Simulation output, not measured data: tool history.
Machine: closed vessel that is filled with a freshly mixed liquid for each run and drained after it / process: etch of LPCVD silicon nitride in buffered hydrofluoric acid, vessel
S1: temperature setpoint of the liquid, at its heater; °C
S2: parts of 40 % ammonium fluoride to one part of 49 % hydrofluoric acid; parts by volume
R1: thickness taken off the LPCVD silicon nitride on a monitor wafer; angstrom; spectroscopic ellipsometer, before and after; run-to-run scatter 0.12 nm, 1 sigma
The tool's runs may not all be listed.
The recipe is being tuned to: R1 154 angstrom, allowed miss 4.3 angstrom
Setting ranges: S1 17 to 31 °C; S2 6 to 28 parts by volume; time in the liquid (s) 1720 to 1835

run 1 hour=0 | S1=23 S2=17 time_in_the_liquid_(s)=1720 | R1=130.6
run 2 hour=4.7 | S1=23 S2=17 time_in_the_liquid_(s)=1835 | R1=141.05
run 3 hour=10.4 | S1=23.5 S2=17 time_in_the_liquid_(s)=1835 | R1=145.2
run 4 hour=18 | S1=24 S2=17 time_in_the_liquid_(s)=1835 | R1=147.79
run 5 hour=26.3 | S1=24 S2=21 time_in_the_liquid_(s)=1835 | R1=120.07
run 6 hour=30.9 | S1=25.5 S2=21 time_in_the_liquid_(s)=1835 | R1=131.77
run 7 hour=32.2 | S1=26 S2=21 time_in_the_liquid_(s)=1835 | R1=134.35
run 8 hour=41.5 | S1=26.5 S2=21 time_in_the_liquid_(s)=1835 | R1=141.01

Exactly one of the 5 candidate moves below puts every result within its allowed miss. Which one?
run A hour=50.8 | S1=27.5 S2=18.5 time_in_the_liquid_(s)=1835 | R1=?
run B hour=50.8 | S1=26.5 S2=16 time_in_the_liquid_(s)=1720 | R1=?
run C hour=50.8 | S1=26.5 S2=23 time_in_the_liquid_(s)=1745 | R1=?
run D hour=50.8 | S1=27 S2=17.5 time_in_the_liquid_(s)=1775 | R1=?
run E hour=50.8 | S1=30.5 S2=23.5 time_in_the_liquid_(s)=1780 | R1=?

move=A R1=167.24
move=B R1=171.37
move=C R1=126.81
move=D R1=166.34
move=E R1=157.8
A: takes the result that was furthest off past its target
B: takes the result that was furthest off past its target
C: its largest miss is bigger than the last run's
D: takes the result that was furthest off past its target
E: all results land within tolerance of their targets
Correct choice: E, which meets every target

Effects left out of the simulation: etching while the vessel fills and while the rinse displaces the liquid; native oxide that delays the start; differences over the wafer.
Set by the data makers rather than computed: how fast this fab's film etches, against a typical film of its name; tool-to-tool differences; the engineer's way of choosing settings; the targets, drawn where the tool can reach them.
